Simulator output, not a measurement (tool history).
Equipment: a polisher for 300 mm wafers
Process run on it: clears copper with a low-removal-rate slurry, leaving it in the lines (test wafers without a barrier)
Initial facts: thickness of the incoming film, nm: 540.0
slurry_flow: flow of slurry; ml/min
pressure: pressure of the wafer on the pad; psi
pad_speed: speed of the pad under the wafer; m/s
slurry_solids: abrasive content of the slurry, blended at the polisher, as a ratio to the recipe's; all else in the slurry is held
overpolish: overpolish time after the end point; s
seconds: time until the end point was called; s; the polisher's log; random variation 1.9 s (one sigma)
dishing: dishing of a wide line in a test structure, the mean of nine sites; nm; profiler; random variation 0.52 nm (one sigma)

{"run": 1, "hour": 0.0, "slurry_flow": 265, "pressure": 4.1, "pad_speed": 1.18, "slurry_solids": 1.0, "overpolish": 13, "seconds": 142.21, "dishing": 36.656}
{"run": 2, "hour": 8.0, "slurry_flow": 265, "pressure": 4.3, "pad_speed": 1.18, "slurry_solids": 1.0, "overpolish": 12, "seconds": 135.53, "dishing": 36.106}
{"run": 3, "hour": 9.5, "slurry_flow": 265, "pressure": 3.6, "pad_speed": 1.18, "slurry_solids": 1.0, "overpolish": 12, "seconds": 156.79, "dishing": 30.604}
{"run": 4, "hour": 15.5, "slurry_flow": 265, "pressure": 3.1, "pad_speed": 1.18, "slurry_solids": 1.0, "overpolish": 12, "seconds": 179.73, "dishing": 26.313}
{"run": 5, "hour": 19.7, "slurry_flow": 265, "pressure": 3.1, "pad_speed": 1.18, "slurry_solids": 1.15, "overpolish": 12, "seconds": 175.9, "dishing": 27.915}
{"run": 6, "hour": 27.8, "slurry_flow": 265, "pressure": 3.4, "pad_speed": 1.2, "slurry_solids": 1.15, "overpolish": 11, "seconds": 156.07, "dishing": 27.423}

Estimate the outcome of run 7 from the log above:
{"run": 7, "hour": 35.6, "slurry_flow": 265, "pressure": 4.5, "pad_speed": 1.22, "slurry_solids": 1.15, "overpolish": 9, "seconds": "?", "dishing": "?"}

{"run 7": {"seconds": 120.44, "dishing": 30.464}}
